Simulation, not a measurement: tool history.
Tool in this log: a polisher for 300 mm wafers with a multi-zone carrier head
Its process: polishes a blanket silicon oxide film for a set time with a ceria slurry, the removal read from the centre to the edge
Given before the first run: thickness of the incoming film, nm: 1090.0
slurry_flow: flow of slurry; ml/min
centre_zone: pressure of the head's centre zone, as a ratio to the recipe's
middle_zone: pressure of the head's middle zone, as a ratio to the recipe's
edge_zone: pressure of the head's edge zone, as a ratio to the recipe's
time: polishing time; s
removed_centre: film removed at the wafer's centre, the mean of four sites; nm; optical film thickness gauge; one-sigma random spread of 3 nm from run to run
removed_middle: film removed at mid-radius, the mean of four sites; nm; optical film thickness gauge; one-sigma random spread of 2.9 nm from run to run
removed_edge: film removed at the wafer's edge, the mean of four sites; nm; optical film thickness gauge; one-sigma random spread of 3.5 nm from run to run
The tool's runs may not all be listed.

run	hour	slurry_flow	centre_zone	middle_zone	edge_zone	time	removed_centre	removed_middle	removed_edge
1	0	250	1	1	1	54	422.53	429.42	424.59
2	7.1	250	1.07	1	1	54	454.92	432.88	420.6
3	14.2	250	1.03	1	1	54	439.88	430.37	417.91
4	18.6	250	1.03	1.05	1	54	452.04	454.9	419.05
5	21.5	245	1.02	1.01	0.99	47	374.93	385.92	369.69
6	25.6	245	1.02	1.01	0.99	35	291.7	282.98	277.15
7	26.9	245	1	0.99	0.99	34	271.52	266.35	265.23
8	29.9	245	1	0.99	0.99	34	269.9	271.89	268.24
9	31.5	245	0.99	0.96	0.99	33	259.09	253.57	261.61

Run 10, settings as shown, results not yet in. Your forecast:
10	34.2	245	0.99	0.96	0.99	33	?	?	?

{"run 10": {"removed_centre": 262.55, "removed_middle": 257.4, "removed_edge": 258.23}}
